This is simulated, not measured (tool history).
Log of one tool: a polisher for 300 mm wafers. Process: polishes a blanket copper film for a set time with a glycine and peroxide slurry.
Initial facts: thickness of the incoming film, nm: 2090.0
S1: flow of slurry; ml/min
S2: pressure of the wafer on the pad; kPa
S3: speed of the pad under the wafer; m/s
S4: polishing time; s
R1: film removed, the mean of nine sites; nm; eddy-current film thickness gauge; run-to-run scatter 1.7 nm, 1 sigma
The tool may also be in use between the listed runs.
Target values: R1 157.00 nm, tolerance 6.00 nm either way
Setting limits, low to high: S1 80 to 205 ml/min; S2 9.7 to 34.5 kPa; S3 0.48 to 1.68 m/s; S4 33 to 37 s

run,hour,S1,S2,S3,S4,R1
1,0.0,135,22.1,1.08,37,291.82
2,0.7,135,22.1,1.08,37,290.18
3,3.6,135,20.0,1.06,37,266.57
4,4.3,135,17.9,1.04,37,249.17
5,8.7,135,16.5,1.00,37,233.86
6,16.7,165,16.5,1.00,37,242.50
7,17.4,160,15.2,0.96,37,224.45
8,26.0,155,14.5,0.92,37,210.27
9,27.5,150,13.8,0.90,37,196.90
10,28.6,145,13.1,0.90,37,192.09
11,31.7,140,12.4,0.90,37,187.08
12,37.4,135,11.7,0.90,37,182.64

Which single option among these 4 for the next run brings every result within its allowed miss of target? Just one does.
A,43.1,140,9.7,0.84,36,?
B,43.1,120,14.5,0.92,37,?
C,43.1,140,11.0,0.98,35,?
D,43.1,160,9.7,0.84,33,?

move,R1
A,152.76
B,195.89
C,176.30
D,143.25
A: all results land within tolerance of their targets
B: its largest miss is bigger than the last run's
C: nearer than the last run, and not there yet
D: takes the biggest miss from the last run beyond its target
The right move is A.

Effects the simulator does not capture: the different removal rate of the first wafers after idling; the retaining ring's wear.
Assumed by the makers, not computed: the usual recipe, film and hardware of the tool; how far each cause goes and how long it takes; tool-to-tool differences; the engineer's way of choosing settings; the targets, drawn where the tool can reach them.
